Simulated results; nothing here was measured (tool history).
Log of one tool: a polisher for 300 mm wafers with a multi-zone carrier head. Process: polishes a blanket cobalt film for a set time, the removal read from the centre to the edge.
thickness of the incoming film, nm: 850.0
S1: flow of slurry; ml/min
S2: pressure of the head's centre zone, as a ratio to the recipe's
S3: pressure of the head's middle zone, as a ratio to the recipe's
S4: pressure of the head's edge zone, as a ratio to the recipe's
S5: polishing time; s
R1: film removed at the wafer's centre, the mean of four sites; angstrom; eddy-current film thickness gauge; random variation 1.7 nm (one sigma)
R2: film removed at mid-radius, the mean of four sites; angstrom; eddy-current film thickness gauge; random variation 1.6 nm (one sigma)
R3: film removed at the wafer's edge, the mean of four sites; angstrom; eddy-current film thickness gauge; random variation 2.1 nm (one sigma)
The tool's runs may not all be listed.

run	day	S1	S2	S3	S4	S5	R1	R2	R3
1	0	270	1	1	1	58	1961	2052.5	1971.2
2	0.054	335	1	1	1	58	2043.8	2035.4	1976.4
3	0.217	335	1	1	1.08	58	2038	2070.8	2049.3
4	0.479	335	1	0.97	1.08	58	2050.1	2023.6	2077.4
# day 0.646: worn pad replaced by a new one
5	0.646	335	1	0.97	1.01	58	2227.6	2260.4	2149.7
6	0.888	335	0.94	0.97	1.01	58	2119.3	2242.4	2179.3
7	1.017	290	0.92	0.9	0.91	50	1767.1	1776.8	1800.1

Run 8 comes next. What will it give?
8	1.067	300	0.92	0.91	0.9	50	?	?	?

R1: 1778.3 angstrom
R2: 1821.2 angstrom
R3: 1811.9 angstrom

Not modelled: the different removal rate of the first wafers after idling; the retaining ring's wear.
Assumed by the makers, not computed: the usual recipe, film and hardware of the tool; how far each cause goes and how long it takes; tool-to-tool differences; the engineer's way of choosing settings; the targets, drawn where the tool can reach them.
